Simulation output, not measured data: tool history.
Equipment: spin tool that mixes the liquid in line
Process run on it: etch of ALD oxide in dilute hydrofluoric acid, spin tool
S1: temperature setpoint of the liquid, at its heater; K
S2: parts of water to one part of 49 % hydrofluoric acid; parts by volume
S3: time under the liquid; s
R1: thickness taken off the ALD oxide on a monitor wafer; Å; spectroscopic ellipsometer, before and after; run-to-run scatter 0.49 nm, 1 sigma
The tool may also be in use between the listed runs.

run,hour,S1,S2,S3,R1
1,0,297.15,115,325,642.99
2,4,297.15,115,325,645.36
3,10,297.15,90,325,842.46
4,18.3,297.65,90,325,870.95
5,21.8,297.65,70,325,1136.1
6,27,297.65,70,325,1134.2

Run 7 comes next. What will it give?
7,35.1,296.65,70,325,?

R1: 1093.6 Å
